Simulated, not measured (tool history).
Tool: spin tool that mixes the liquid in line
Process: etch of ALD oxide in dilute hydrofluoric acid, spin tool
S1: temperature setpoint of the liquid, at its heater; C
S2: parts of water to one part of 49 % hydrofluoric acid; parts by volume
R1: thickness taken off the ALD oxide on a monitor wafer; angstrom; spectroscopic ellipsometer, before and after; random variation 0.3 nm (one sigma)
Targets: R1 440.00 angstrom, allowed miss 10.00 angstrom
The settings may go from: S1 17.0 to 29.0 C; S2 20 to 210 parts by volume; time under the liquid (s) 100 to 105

Run 1, day 0.000: S1 21.0 C, S2 115 parts by volume, time under the liquid (s) 100. Result: R1 140.26 angstrom.
Run 2, day 0.171: S1 21.0 C, S2 140 parts by volume, time under the liquid (s) 100. Result: R1 110.83 angstrom.
Run 3, day 0.325: S1 23.0 C, S2 110 parts by volume, time under the liquid (s) 100. Result: R1 156.83 angstrom.
Run 4, day 0.671: S1 23.0 C, S2 110 parts by volume, time under the liquid (s) 100. Result: R1 156.95 angstrom.
Run 5, day 0.879: S1 24.5 C, S2 85 parts by volume, time under the liquid (s) 100. Result: R1 226.03 angstrom.
Run 6, day 1.021: S1 25.5 C, S2 75 parts by volume, time under the liquid (s) 100. Result: R1 264.33 angstrom.
Run 7, day 1.229: S1 26.5 C, S2 65 parts by volume, time under the liquid (s) 100. Result: R1 323.95 angstrom.
Run 8, day 1.500: S1 27.0 C, S2 60 parts by volume, time under the liquid (s) 100. Result: R1 362.45 angstrom.
Run 9, day 1.808: S1 27.5 C, S2 60 parts by volume, time under the liquid (s) 100. Result: R1 373.65 angstrom.
Run 10, day 1.942: S1 28.0 C, S2 60 parts by volume, time under the liquid (s) 100. Result: R1 377.26 angstrom.
Run 11, day 2.188: S1 29.0 C, S2 45 parts by volume, time under the liquid (s) 100. Result: R1 528.44 angstrom.
Run 12, day 2.300: S1 28.5 C, S2 45 parts by volume, time under the liquid (s) 100. Result: R1 525.68 angstrom.
Run 13, day 2.667: S1 28.0 C, S2 45 parts by volume, time under the liquid (s) 100. Result: R1 517.21 angstrom.
Run 14, day 2.721: S1 27.0 C, S2 45 parts by volume, time under the liquid (s) 100. Result: R1 486.10 angstrom.
Run 15, day 3.008: S1 26.0 C, S2 45 parts by volume, time under the liquid (s) 100. Result: R1 469.48 angstrom.

Which of these 4 next moves meets every target?
Run A, day 3.296: S1 25.5 C, S2 45 parts by volume, time under the liquid (s) 100. Result: R1 ?.
Run B, day 3.296: S1 28.5 C, S2 55 parts by volume, time under the liquid (s) 105. Result: R1 ?.
Run C, day 3.296: S1 26.5 C, S2 45 parts by volume, time under the liquid (s) 100. Result: R1 ?.
Run D, day 3.296: S1 28.5 C, S2 50 parts by volume, time under the liquid (s) 105. Result: R1 ?.

move      R1
   A  465.87
   B  445.10
   C  485.21
   D  493.24
A: nearer than the last run, and not there yet
B: meets every target
C: further off than the last run
D: further off than the last run
Move B is the one to make.

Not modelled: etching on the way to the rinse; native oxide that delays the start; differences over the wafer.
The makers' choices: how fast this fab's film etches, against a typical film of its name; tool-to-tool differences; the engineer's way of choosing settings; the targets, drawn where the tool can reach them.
